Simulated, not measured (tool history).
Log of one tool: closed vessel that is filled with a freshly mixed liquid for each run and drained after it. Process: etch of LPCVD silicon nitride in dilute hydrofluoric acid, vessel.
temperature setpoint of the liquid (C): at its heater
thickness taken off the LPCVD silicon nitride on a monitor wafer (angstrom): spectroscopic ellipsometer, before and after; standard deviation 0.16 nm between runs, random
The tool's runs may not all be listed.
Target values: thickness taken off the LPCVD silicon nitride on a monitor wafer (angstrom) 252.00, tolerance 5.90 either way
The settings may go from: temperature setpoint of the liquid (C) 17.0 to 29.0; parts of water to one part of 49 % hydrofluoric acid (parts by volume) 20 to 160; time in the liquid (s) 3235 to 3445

run  hour  temperature setpoint of the liquid (C)  parts of water to one part of 49 % hydrofluoric acid (parts by volume)  time in the liquid (s)  thickness taken off the LPCVD silicon nitride on a monitor wafer (angstrom)
  1   0.0                                    21.0                                                                      90                    3235                                                                       135.76
  2   3.8                                    22.0                                                                      90                    3235                                                                       144.33
  3  10.7                                    22.0                                                                      90                    3445                                                                       154.48
  4  17.5                                    22.0                                                                      90                    3445                                                                       153.89
  5  24.0                                    22.0                                                                      90                    3235                                                                       144.10
  6  30.1                                    24.5                                                                      90                    3235                                                                       170.10
  7  32.5                                    25.0                                                                      90                    3235                                                                       174.08
  8  35.7                                    25.5                                                                      90                    3235                                                                       182.63
  9  43.8                                    26.0                                                                      90                    3235                                                                       189.59
 10  50.7                                    26.5                                                                      90                    3235                                                                       193.26
 11  60.1                                    27.0                                                                      90                    3235                                                                       198.92
 12  66.3                                    27.5                                                                      90                    3235                                                                       206.96
 13  74.5                                    28.5                                                                      85                    3235                                                                       235.07
 14  82.5                                    29.0                                                                      85                    3235                                                                       240.60

Exercise: of the 5 proposed moves below, exactly one satisfies all targets within the stated allowed misses. Which move is it?
  A  90.5                                    28.5                                                                      80                    3310                                                                            ?
  B  90.5                                    28.5                                                                      90                    3280                                                                            ?
  C  90.5                                    26.5                                                                      70                    3445                                                                            ?
  D  90.5                                    28.0                                                                      75                    3365                                                                            ?
  E  90.5                                    29.0                                                                      80                    3370                                                                            ?

move  thickness taken off the LPCVD silicon nitride on a monitor wafer (angstrom)
   A                                                                       255.28
   B                                                                       224.87
   C                                                                       266.69
   D                                                                       268.06
   E                                                                       268.33
A: all results in spec
B: lands further from the targets than the last run did
C: carries the result that was furthest off beyond its target, to the other side
D: carries the result that was furthest off beyond its target, to the other side
E: carries the result that was furthest off beyond its target, to the other side
Move A is the one to make.

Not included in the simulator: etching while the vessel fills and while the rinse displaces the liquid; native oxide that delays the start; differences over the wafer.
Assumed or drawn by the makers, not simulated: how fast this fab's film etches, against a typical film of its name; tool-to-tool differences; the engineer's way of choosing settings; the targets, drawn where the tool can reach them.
